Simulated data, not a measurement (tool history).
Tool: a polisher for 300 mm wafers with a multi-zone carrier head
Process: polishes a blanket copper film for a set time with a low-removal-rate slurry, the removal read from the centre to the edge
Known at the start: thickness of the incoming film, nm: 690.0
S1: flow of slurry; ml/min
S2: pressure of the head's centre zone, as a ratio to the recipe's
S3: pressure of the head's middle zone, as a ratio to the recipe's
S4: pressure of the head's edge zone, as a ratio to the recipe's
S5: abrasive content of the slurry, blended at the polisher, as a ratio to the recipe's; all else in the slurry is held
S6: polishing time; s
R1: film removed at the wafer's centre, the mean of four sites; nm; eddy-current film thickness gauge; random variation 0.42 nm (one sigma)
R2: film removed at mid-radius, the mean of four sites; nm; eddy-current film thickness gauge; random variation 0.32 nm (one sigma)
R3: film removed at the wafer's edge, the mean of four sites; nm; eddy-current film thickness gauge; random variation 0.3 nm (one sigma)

run 1 day=0.000 | S1=205 S2=1.00 S3=1.00 S4=1.00 S5=1.00 S6=40 | R1=53.939 R2=53.177 R3=54.469
run 2 day=0.308 | S1=240 S2=1.00 S3=1.00 S4=1.00 S5=1.00 S6=40 | R1=54.025 R2=55.306 R3=55.272
run 3 day=0.558 | S1=240 S2=1.00 S3=1.00 S4=1.00 S5=0.90 S6=40 | R1=52.457 R2=54.147 R3=54.022
run 4 day=0.600 | S1=240 S2=1.00 S3=1.00 S4=1.00 S5=1.10 S6=40 | R1=55.688 R2=55.364 R3=55.246
run 5 day=0.796 | S1=240 S2=1.00 S3=1.00 S4=0.95 S5=1.10 S6=40 | R1=54.964 R2=55.713 R3=55.184
run 6 day=0.921 | S1=240 S2=0.99 S3=0.99 S4=0.94 S5=1.00 S6=39 | R1=51.585 R2=52.727 R3=52.647
run 7 day=1.088 | S1=240 S2=0.98 S3=0.99 S4=0.93 S5=0.90 S6=38 | R1=50.091 R2=51.122 R3=50.017
run 8 day=1.258 | S1=240 S2=0.95 S3=0.98 S4=0.94 S5=0.85 S6=37 | R1=46.789 R2=48.948 R3=48.598
run 9 day=1.625 | S1=235 S2=0.93 S3=0.97 S4=0.93 S5=0.80 S6=36 | R1=43.286 R2=46.774 R3=46.570
run 10 day=1.896 | S1=230 S2=0.92 S3=0.96 S4=0.91 S5=0.75 S6=36 | R1=42.950 R2=45.666 R3=44.965
-- day=2.162 worn pad replaced by a new one
run 11 day=2.162 | S1=220 S2=0.90 S3=0.95 S4=0.91 S5=0.70 S6=36 | R1=45.513 R2=50.850 R3=50.742
run 12 day=2.221 | S1=235 S2=0.89 S3=0.95 S4=0.91 S5=0.70 S6=35 | R1=46.208 R2=50.018 R3=50.035
run 13 day=2.429 | S1=215 S2=0.90 S3=0.95 S4=0.91 S5=0.70 S6=35 | R1=44.188 R2=48.912 R3=48.765
run 14 day=2.738 | S1=205 S2=0.90 S3=0.94 S4=0.90 S5=0.70 S6=34 | R1=43.188 R2=46.452 R3=46.834

Forecast run 15:
run 15 day=3.075 | S1=205 S2=0.89 S3=0.94 S4=0.90 S5=0.70 S6=33 | R1=? R2=? R3=?

Run 15 gave R1 40.847 nm, R2 45.180 nm, R3 45.118 nm.
